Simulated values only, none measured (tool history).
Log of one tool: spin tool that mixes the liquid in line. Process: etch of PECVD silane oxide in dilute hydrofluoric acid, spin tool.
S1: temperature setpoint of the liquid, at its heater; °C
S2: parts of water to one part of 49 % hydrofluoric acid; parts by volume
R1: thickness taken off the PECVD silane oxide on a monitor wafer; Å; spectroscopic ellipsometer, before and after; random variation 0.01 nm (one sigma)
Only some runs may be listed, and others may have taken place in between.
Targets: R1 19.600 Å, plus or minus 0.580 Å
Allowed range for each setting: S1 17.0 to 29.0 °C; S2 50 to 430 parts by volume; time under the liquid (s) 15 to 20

run 1 hour=0.0 | S1=21.0 S2=240 time_under_the_liquid_(s)=20 | R1=27.854
run 2 hour=3.1 | S1=20.5 S2=250 time_under_the_liquid_(s)=20 | R1=26.295
run 3 hour=11.1 | S1=20.0 S2=255 time_under_the_liquid_(s)=20 | R1=24.982
run 4 hour=19.3 | S1=20.0 S2=290 time_under_the_liquid_(s)=20 | R1=21.343
run 5 hour=27.0 | S1=20.0 S2=360 time_under_the_liquid_(s)=20 | R1=16.289
run 6 hour=27.8 | S1=20.0 S2=405 time_under_the_liquid_(s)=20 | R1=13.908
run 7 hour=30.9 | S1=21.5 S2=405 time_under_the_liquid_(s)=20 | R1=14.597
run 8 hour=34.1 | S1=22.5 S2=405 time_under_the_liquid_(s)=20 | R1=15.196
-- hour=36.3 thermometer replaced
run 9 hour=36.3 | S1=23.5 S2=405 time_under_the_liquid_(s)=20 | R1=16.763
run 10 hour=42.2 | S1=24.0 S2=405 time_under_the_liquid_(s)=20 | R1=16.964
run 11 hour=51.2 | S1=24.5 S2=405 time_under_the_liquid_(s)=20 | R1=17.197
run 12 hour=56.3 | S1=25.0 S2=405 time_under_the_liquid_(s)=20 | R1=17.582

5 next moves are on the table. One of them brings every result within its allowed miss. Which?
run A hour=61.4 | S1=25.0 S2=395 time_under_the_liquid_(s)=20 | R1=?
run B hour=61.4 | S1=24.5 S2=345 time_under_the_liquid_(s)=20 | R1=?
run C hour=61.4 | S1=21.5 S2=325 time_under_the_liquid_(s)=20 | R1=?
run D hour=61.4 | S1=22.0 S2=430 time_under_the_liquid_(s)=20 | R1=?
run E hour=61.4 | S1=25.5 S2=375 time_under_the_liquid_(s)=20 | R1=?

move=A R1=18.190
move=B R1=21.460
move=C R1=20.925
move=D R1=14.683
move=E R1=19.839
A: nearer the targets than the last run, but a result is still out of spec
B: takes the result that was furthest off past its target
C: takes the result that was furthest off past its target
D: its largest miss is bigger than the last run's
E: all results in spec
So the answer is move E, the one that meets all the targets.
